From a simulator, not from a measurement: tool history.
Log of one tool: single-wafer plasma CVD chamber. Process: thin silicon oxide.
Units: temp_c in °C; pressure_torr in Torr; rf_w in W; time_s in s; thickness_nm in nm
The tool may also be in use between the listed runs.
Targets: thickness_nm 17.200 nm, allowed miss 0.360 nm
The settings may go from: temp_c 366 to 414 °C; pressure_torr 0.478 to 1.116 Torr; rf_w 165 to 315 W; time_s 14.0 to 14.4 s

run  hour  temp_c  pressure_torr  rf_w  time_s  thickness_nm
  1   0.0     390          0.797   240    14.0        23.736
  2   3.3     390          0.718   240    14.0        21.288
  3   6.7     390          0.718   240    14.0        21.146
  4  11.9     384          0.718   240    14.0        21.318
  5  18.7     384          0.718   240    14.4        21.972
  6  21.1     384          0.664   240    14.4        20.169
  7  28.5     384          0.632   240    14.4        19.127
  8  36.5     384          0.632   240    14.4        19.042
  9  41.5     384          0.613   240    14.4        18.428
 10  49.0     384          0.601   240    14.4        18.075
 11  55.4     384          0.553   240    14.4        16.490
 12  61.3     384          0.553   240    14.4        16.423
 13  68.0     384          0.598   240    14.4        17.982

5 next moves are on the table. One of them brings every result within its allowed miss. Which?
  A  74.7     388          0.627   220    14.4             ?
  B  74.7     374          0.583   250    14.4             ?
  C  74.7     385          0.580   230    14.0             ?
  D  74.7     381          0.609   250    14.0             ?
  E  74.7     383          0.672   175    14.4             ?

move  thickness_nm
   A        18.041
   B        18.004
   C        16.517
   D        18.274
   E        17.079
A: further off than the last run
B: as far off as the last run
C: takes the result that was furthest off past its target
D: further off than the last run
E: meets every target
The right move is E.

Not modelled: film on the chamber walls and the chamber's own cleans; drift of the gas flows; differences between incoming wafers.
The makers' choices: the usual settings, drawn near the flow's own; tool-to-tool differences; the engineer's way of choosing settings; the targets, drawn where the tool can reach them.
